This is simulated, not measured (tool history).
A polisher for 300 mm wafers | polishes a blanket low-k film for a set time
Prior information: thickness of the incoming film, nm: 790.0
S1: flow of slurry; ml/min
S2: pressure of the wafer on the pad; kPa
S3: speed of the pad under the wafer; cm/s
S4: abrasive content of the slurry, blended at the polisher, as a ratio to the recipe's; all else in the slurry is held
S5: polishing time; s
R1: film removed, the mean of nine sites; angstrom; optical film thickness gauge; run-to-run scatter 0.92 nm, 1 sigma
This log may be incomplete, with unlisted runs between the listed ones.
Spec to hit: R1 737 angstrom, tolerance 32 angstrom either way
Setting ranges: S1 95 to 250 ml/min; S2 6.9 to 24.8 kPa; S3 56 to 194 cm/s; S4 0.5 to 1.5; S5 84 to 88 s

Run 1, hour 0: S1 160 ml/min, S2 15.9 kPa, S3 124 cm/s, S4 1, S5 84 s. Result: R1 426.68 angstrom.
Run 2, hour 5.8: S1 130 ml/min, S2 15.9 kPa, S3 124 cm/s, S4 1, S5 84 s. Result: R1 396.98 angstrom.
Run 3, hour 7.4: S1 155 ml/min, S2 15.9 kPa, S3 124 cm/s, S4 1, S5 84 s. Result: R1 420.66 angstrom.
Run 4, hour 11.9: S1 160 ml/min, S2 16.5 kPa, S3 124 cm/s, S4 1, S5 84 s. Result: R1 432.82 angstrom.
Run 5, hour 14.1: S1 165 ml/min, S2 17.2 kPa, S3 126 cm/s, S4 1, S5 84 s. Result: R1 453.8 angstrom.
Run 6, hour 18.4: S1 165 ml/min, S2 17.2 kPa, S3 126 cm/s, S4 1, S5 88 s. Result: R1 489.21 angstrom.
Run 7, hour 20.4: S1 170 ml/min, S2 17.9 kPa, S3 126 cm/s, S4 1, S5 88 s. Result: R1 521.92 angstrom.
Run 8, hour 22.6: S1 175 ml/min, S2 18.6 kPa, S3 126 cm/s, S4 1, S5 88 s. Result: R1 527.94 angstrom.
Run 9, hour 25.5: S1 175 ml/min, S2 19.3 kPa, S3 126 cm/s, S4 1, S5 88 s. Result: R1 552.82 angstrom.
Run 10, hour 33.5: S1 175 ml/min, S2 20 kPa, S3 126 cm/s, S4 1, S5 88 s. Result: R1 566.2 angstrom.
Run 11, hour 37.4: S1 180 ml/min, S2 20.7 kPa, S3 126 cm/s, S4 1, S5 88 s. Result: R1 594.78 angstrom.
Run 12, hour 39.8: S1 185 ml/min, S2 24.1 kPa, S3 128 cm/s, S4 1, S5 88 s. Result: R1 694.53 angstrom.

Pick the move, out of 4, that brings all results within their allowed miss; only one does.
Run A, hour 42.2: S1 160 ml/min, S2 24.8 kPa, S3 150 cm/s, S4 0.8, S5 88 s. Result: R1 ?.
Run B, hour 42.2: S1 180 ml/min, S2 24.8 kPa, S3 142 cm/s, S4 1.05, S5 88 s. Result: R1 ?.
Run C, hour 42.2: S1 175 ml/min, S2 24.8 kPa, S3 144 cm/s, S4 1.1, S5 88 s. Result: R1 ?.
Run D, hour 42.2: S1 225 ml/min, S2 23.4 kPa, S3 152 cm/s, S4 1.15, S5 87 s. Result: R1 ?.

move      R1
   A  720.65
   B  780.74
   C  799.57
   D  821.61
A: hits every target within its allowed miss
B: takes the biggest miss from the last run beyond its target
C: takes the biggest miss from the last run beyond its target
D: takes the biggest miss from the last run beyond its target
A meets every target.
